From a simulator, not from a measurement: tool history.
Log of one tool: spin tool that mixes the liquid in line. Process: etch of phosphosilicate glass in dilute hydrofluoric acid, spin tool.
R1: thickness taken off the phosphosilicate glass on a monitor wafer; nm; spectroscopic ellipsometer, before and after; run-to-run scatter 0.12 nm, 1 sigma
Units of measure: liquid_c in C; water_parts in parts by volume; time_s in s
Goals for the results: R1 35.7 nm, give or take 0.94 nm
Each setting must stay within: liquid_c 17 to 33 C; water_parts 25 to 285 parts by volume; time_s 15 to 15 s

{"run": 1, "day": 0.0, "liquid_c": 25, "water_parts": 155, "time_s": 15, "R1": 9.5067}
{"run": 2, "day": 0.183, "liquid_c": 25, "water_parts": 130, "time_s": 15, "R1": 11.675}
{"run": 3, "day": 0.321, "liquid_c": 25, "water_parts": 130, "time_s": 15, "R1": 11.677}
{"run": 4, "day": 0.471, "liquid_c": 26, "water_parts": 115, "time_s": 15, "R1": 13.993}
{"run": 5, "day": 0.788, "liquid_c": 27, "water_parts": 105, "time_s": 15, "R1": 16.163}
{"run": 6, "day": 0.825, "liquid_c": 27, "water_parts": 105, "time_s": 15, "R1": 16.141}
{"run": 7, "day": 0.975, "liquid_c": 31, "water_parts": 40, "time_s": 15, "R1": 54.093}
{"run": 8, "day": 1.238, "liquid_c": 30.5, "water_parts": 40, "time_s": 15, "R1": 53.268}
{"run": 9, "day": 1.558, "liquid_c": 30, "water_parts": 40, "time_s": 15, "R1": 52.291}
{"run": 10, "day": 1.604, "liquid_c": 29.5, "water_parts": 40, "time_s": 15, "R1": 50.979}
{"run": 11, "day": 1.788, "liquid_c": 28.5, "water_parts": 40, "time_s": 15, "R1": 49.384}
{"run": 12, "day": 1.988, "liquid_c": 24.5, "water_parts": 45, "time_s": 15, "R1": 37.053}

Which of these 4 next moves meets every target?
{"run": "A", "day": 2.188, "liquid_c": 22.5, "water_parts": 45, "time_s": 15, "R1": "?"}
{"run": "B", "day": 2.188, "liquid_c": 25, "water_parts": 45, "time_s": 15, "R1": "?"}
{"run": "C", "day": 2.188, "liquid_c": 25, "water_parts": 50, "time_s": 15, "R1": "?"}
{"run": "D", "day": 2.188, "liquid_c": 20.5, "water_parts": 40, "time_s": 15, "R1": "?"}

move=A R1=34.081
move=B R1=37.797
move=C R1=33.786
move=D R1=35.459
A: pushes the last run's worst result past its target
B: lands further from the targets than the last run did
C: pushes the last run's worst result past its target
D: meets every target
The right move is D.
